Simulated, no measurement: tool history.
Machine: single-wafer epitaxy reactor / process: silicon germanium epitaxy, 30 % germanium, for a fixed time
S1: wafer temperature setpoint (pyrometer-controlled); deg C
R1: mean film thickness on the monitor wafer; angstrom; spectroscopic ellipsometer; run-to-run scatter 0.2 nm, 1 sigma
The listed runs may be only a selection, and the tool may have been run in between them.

run 1 hour=0.0 | S1=600 chamber_pressure_(Torr)=18.1 | R1=581.16
run 2 hour=1.7 | S1=600 chamber_pressure_(Torr)=15.7 | R1=554.95
run 3 hour=9.2 | S1=600 chamber_pressure_(Torr)=17.9 | R1=579.53
run 4 hour=12.9 | S1=600 chamber_pressure_(Torr)=21.0 | R1=617.95
run 5 hour=17.7 | S1=595 chamber_pressure_(Torr)=20.9 | R1=561.22
run 6 hour=19.0 | S1=595 chamber_pressure_(Torr)=19.5 | R1=551.32
run 7 hour=26.6 | S1=592 chamber_pressure_(Torr)=19.5 | R1=520.76
run 8 hour=35.3 | S1=590 chamber_pressure_(Torr)=19.5 | R1=504.27
run 9 hour=42.4 | S1=588 chamber_pressure_(Torr)=19.5 | R1=486.31
run 10 hour=44.0 | S1=587 chamber_pressure_(Torr)=19.5 | R1=482.04
run 11 hour=50.7 | S1=587 chamber_pressure_(Torr)=19.5 | R1=475.80
run 12 hour=57.5 | S1=586 chamber_pressure_(Torr)=19.5 | R1=469.95

What does the tool deliver on the next run?
run 13 hour=59.5 | S1=585 chamber_pressure_(Torr)=19.5 | R1=?

{"run 13": {"R1": 461.23}}
